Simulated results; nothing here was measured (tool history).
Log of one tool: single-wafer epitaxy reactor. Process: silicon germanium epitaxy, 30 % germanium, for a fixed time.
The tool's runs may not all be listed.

| run | hour | wafer temperature setpoint (pyrometer-controlled) (°C) | chamber pressure (mTorr) | mean film thickness on the monitor wafer (Å) |
|---|---|---|---|---|
| 1 | 0.0 | 615 | 27500 | 875.43 |
| 2 | 0.6 | 611 | 27300 | 803.16 |
| 3 | 1.3 | 607 | 27300 | 735.84 |
| 4 | 7.4 | 607 | 31200 | 777.74 |
| 5 | 15.9 | 607 | 33400 | 806.31 |
| 6 | 20.7 | 607 | 36700 | 829.41 |
| 7 | 26.5 | 604 | 36400 | 777.82 |

Run 8, settings as shown, results not yet in. Your forecast:
|  | 30.7 | pyrometer calibrated |
| 8 | 30.7 | 602 | 36300 | ? |

Run 8 gave mean film thickness on the monitor wafer (Å) 681.38.
